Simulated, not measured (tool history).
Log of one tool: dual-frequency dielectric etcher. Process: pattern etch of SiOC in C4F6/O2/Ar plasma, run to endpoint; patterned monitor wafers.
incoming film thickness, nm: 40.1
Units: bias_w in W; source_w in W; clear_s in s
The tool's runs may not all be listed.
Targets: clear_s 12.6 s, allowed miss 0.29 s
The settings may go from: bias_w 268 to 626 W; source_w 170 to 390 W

{"run": 1, "day": 0.0, "bias_w": 447, "source_w": 280, "clear_s": 13.347}
{"run": 2, "day": 0.325, "bias_w": 458, "source_w": 280, "clear_s": 13.304}
{"run": 3, "day": 0.683, "bias_w": 402, "source_w": 280, "clear_s": 14.372}
{"run": 4, "day": 1.025, "bias_w": 420, "source_w": 280, "clear_s": 14.036}
{"run": 5, "day": 1.25, "bias_w": 351, "source_w": 280, "clear_s": 15.564}
{"run": 6, "day": 1.329, "bias_w": 378, "source_w": 280, "clear_s": 15.028}
{"run": 7, "day": 1.588, "bias_w": 400, "source_w": 280, "clear_s": 14.442}
{"run": 8, "day": 1.746, "bias_w": 418, "source_w": 280, "clear_s": 14.098}
{"day": 1.875, "done": "wet clean of the chamber"}
{"run": 9, "day": 1.875, "bias_w": 433, "source_w": 280, "clear_s": 14.158}
{"run": 10, "day": 2.071, "bias_w": 433, "source_w": 280, "clear_s": 14.205}
{"run": 11, "day": 2.221, "bias_w": 454, "source_w": 280, "clear_s": 13.675}
{"run": 12, "day": 2.438, "bias_w": 467, "source_w": 280, "clear_s": 13.474}
{"run": 13, "day": 2.717, "bias_w": 478, "source_w": 280, "clear_s": 13.176}
{"run": 14, "day": 3.012, "bias_w": 485, "source_w": 280, "clear_s": 13.315}
{"run": 15, "day": 3.079, "bias_w": 495, "source_w": 280, "clear_s": 13.061}
{"run": 16, "day": 3.346, "bias_w": 501, "source_w": 280, "clear_s": 13.071}

Which of these 4 next moves meets every target?
{"run": "A", "day": 3.612, "bias_w": 467, "source_w": 280, "clear_s": "?"}
{"run": "B", "day": 3.612, "bias_w": 485, "source_w": 270, "clear_s": "?"}
{"run": "C", "day": 3.612, "bias_w": 533, "source_w": 280, "clear_s": "?"}
{"run": "D", "day": 3.612, "bias_w": 606, "source_w": 260, "clear_s": "?"}

move=A clear_s=13.528
move=B clear_s=13.494
move=C clear_s=12.56
move=D clear_s=12.175
A: further off than the last run
B: further off than the last run
C: meets every target
D: takes the result that was furthest off past its target
The right move is C.
